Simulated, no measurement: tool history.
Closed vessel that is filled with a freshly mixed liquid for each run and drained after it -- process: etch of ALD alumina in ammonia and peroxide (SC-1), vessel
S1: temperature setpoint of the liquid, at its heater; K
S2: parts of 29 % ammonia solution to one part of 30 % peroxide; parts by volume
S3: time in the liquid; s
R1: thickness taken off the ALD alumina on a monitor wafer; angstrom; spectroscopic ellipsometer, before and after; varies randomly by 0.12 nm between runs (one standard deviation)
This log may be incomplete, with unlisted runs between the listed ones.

Run 1, hour 0.0: S1 328.15 K, S2 0.7 parts by volume, S3 135 s. Result: R1 96.996 angstrom.
Run 2, hour 4.9: S1 328.15 K, S2 0.7 parts by volume, S3 135 s. Result: R1 97.595 angstrom.
Run 3, hour 9.5: S1 328.15 K, S2 0.7 parts by volume, S3 135 s. Result: R1 98.972 angstrom.
Run 4, hour 17.2: S1 329.15 K, S2 0.7 parts by volume, S3 135 s. Result: R1 102.970 angstrom.
Run 5, hour 25.2: S1 322.65 K, S2 0.7 parts by volume, S3 135 s. Result: R1 71.775 angstrom.
Run 6, hour 30.6: S1 322.65 K, S2 0.8 parts by volume, S3 135 s. Result: R1 74.209 angstrom.
Run 7, hour 36.8: S1 324.65 K, S2 0.8 parts by volume, S3 135 s. Result: R1 81.606 angstrom.
Run 8, hour 42.8: S1 324.65 K, S2 0.8 parts by volume, S3 135 s. Result: R1 81.134 angstrom.
Run 9, hour 47.2: S1 326.15 K, S2 0.8 parts by volume, S3 135 s. Result: R1 90.163 angstrom.
Run 10, hour 50.6: S1 327.15 K, S2 0.8 parts by volume, S3 135 s. Result: R1 93.133 angstrom.
Run 11, hour 52.9: S1 328.15 K, S2 0.8 parts by volume, S3 135 s. Result: R1 98.839 angstrom.

Estimate the outcome of run 12 from the log above:
Run 12, hour 54.6: S1 329.15 K, S2 0.8 parts by volume, S3 135 s. Result: R1 ?.

{"run 12": {"R1": 103.28}}

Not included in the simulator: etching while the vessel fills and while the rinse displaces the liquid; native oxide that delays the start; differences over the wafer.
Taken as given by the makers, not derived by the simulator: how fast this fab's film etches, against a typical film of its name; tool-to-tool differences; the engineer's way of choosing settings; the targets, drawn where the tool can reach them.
